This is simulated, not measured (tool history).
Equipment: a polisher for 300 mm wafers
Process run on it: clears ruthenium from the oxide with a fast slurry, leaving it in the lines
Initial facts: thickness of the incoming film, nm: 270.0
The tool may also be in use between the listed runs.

run    day  flow of slurry (ml/min)  pressure of the wafer on the pad (kPa)  speed of the pad under the wafer (m/s)  abrasive content of the slurry  overpolish time after the end point (s)  time until the end point was called (s)  dishing of a wide line in a test structure (nm)
  1      0                      180                                    23.4                                    0.76                               1                                       27                                   79.037                                           63.061
  2  0.042                      180                                    23.4                                    0.76                               1                                       25                                   79.734                                           63.777
  3  0.321                      180                                    23.4                                    0.66                               1                                       25                                   91.898                                           55.006
  4  0.558                      180                                    24.1                                    0.66                               1                                       23                                   90.716                                           54.414
  5  0.796                      180                                    24.1                                    0.66                             1.1                                       23                                   87.646                                           53.694
  6  1.133                      180                                    24.1                                     0.8                             1.1                                       23                                   72.131                                           62.594
  7  1.458                      180                                    24.1                                     0.8                             1.1                                       10                                   72.647                                           30.297

Estimate the outcome of run 8 from the log above:
  8  1.725                      180                                    24.1                                     0.8                             1.1                                       15                                        ?                                                ?

Run 8 gave time until the end point was called (s) 71.87, dishing of a wide line in a test structure (nm) 43.318.
